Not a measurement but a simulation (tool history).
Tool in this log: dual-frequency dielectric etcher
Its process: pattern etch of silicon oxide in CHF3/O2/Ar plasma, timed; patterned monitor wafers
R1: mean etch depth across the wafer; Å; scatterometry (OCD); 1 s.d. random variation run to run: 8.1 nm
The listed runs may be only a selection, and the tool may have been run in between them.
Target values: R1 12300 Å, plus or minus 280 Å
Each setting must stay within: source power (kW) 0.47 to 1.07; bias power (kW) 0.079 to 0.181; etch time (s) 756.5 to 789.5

Run 1, hour 0: source power (kW) 0.77, bias power (kW) 0.13, etch time (s) 756.5. Result: R1 14440 Å.
Run 2, hour 8.8: source power (kW) 0.77, bias power (kW) 0.13, etch time (s) 789.5. Result: R1 15036 Å.
Run 3, hour 12.5: source power (kW) 0.91, bias power (kW) 0.13, etch time (s) 789.5. Result: R1 16003 Å.
Run 4, hour 18.8: source power (kW) 0.91, bias power (kW) 0.118, etch time (s) 789.5. Result: R1 15708 Å.
Run 5, hour 28: source power (kW) 0.86, bias power (kW) 0.112, etch time (s) 785. Result: R1 14919 Å.
Run 6, hour 31.6: source power (kW) 0.86, bias power (kW) 0.095, etch time (s) 785. Result: R1 14327 Å.
Run 7, hour 39.9: source power (kW) 0.82, bias power (kW) 0.093, etch time (s) 784. Result: R1 13738 Å.
Run 8, hour 47.8: source power (kW) 0.79, bias power (kW) 0.092, etch time (s) 783.5. Result: R1 13596 Å.

Exercise: of the 4 proposed moves below, exactly one satisfies all targets within the stated allowed misses. Which move is it?
Run A, hour 55.7: source power (kW) 0.77, bias power (kW) 0.088, etch time (s) 766. Result: R1 ?.
Run B, hour 55.7: source power (kW) 0.74, bias power (kW) 0.094, etch time (s) 760. Result: R1 ?.
Run C, hour 55.7: source power (kW) 0.73, bias power (kW) 0.079, etch time (s) 757. Result: R1 ?.
Run D, hour 55.7: source power (kW) 0.63, bias power (kW) 0.106, etch time (s) 785.5. Result: R1 ?.

move     R1
   A  13059
   B  12957
   C  12297
   D  12932
A: moves toward the targets from the last run without getting all of them in spec
B: moves toward the targets from the last run without getting all of them in spec
C: meets every target
D: moves toward the targets from the last run without getting all of them in spec
C is the move that brings every result within its allowed miss.

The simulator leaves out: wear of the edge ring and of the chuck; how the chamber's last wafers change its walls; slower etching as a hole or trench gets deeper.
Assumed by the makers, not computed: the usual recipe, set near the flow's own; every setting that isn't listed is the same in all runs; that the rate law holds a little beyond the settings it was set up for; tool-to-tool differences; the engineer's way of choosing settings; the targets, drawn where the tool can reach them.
